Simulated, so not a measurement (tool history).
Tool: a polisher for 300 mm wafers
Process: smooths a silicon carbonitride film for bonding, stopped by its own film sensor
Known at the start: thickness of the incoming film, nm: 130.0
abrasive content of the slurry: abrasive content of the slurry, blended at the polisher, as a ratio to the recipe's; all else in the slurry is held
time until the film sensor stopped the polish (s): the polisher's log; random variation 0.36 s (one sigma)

| run | hour | flow of slurry (ml/min) | pressure of the wafer on the pad (kPa) | speed of the pad under the wafer (m/s) | abrasive content of the slurry | target thickness at which the film sensor stops the polish (angstrom) | time until the film sensor stopped the polish (s) |
|---|---|---|---|---|---|---|---|
| 1 | 0 | 140 | 10.3 | 0.96 | 1 | 1210 | 48.499 |
| 2 | 3.6 | 140 | 10.3 | 0.96 | 1 | 1220 | 42.973 |
| 3 | 12.1 | 140 | 10.3 | 1.1 | 1 | 1220 | 40.116 |
| 4 | 19.7 | 145 | 11 | 1.1 | 1 | 1220 | 38.662 |
| 5 | 21.3 | 145 | 11.7 | 1.12 | 1 | 1220 | 36.828 |
| 6 | 23.5 | 145 | 11.7 | 1.12 | 0.85 | 1220 | 39.628 |

Run 7 comes next. What will it give?
| 7 | 27.5 | 145 | 12.4 | 1.16 | 0.85 | 1220 | ? |

{"run 7": {"time until the film sensor stopped the polish (s)": 37.296}}

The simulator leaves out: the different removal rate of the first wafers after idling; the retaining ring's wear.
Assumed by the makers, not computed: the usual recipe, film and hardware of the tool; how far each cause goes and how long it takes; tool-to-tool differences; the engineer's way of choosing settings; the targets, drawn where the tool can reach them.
